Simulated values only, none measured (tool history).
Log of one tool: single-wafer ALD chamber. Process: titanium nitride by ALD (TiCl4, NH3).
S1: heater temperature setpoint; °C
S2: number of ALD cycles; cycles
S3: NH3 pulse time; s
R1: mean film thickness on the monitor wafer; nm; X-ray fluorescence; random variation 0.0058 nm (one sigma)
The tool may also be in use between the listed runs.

| run | hour | S1 | S2 | S3 | R1 |
|---|---|---|---|---|---|
| 1 | 0.0 | 380 | 127 | 1.58 | 2.4543 |
| 2 | 5.0 | 375 | 127 | 1.58 | 2.4377 |
| 3 | 8.8 | 370 | 127 | 1.29 | 2.3713 |
| 4 | 17.5 | 370 | 127 | 1.11 | 2.3440 |
| 5 | 18.3 | 370 | 131 | 1.11 | 2.4156 |
| 6 | 21.1 | 370 | 131 | 1.11 | 2.4174 |
| 7 | 27.1 | 368 | 130 | 1.00 | 2.3647 |

Forecast run 8:
| 8 | 28.5 | 366 | 129 | 0.95 | ? |

R1: 2.3104 nm
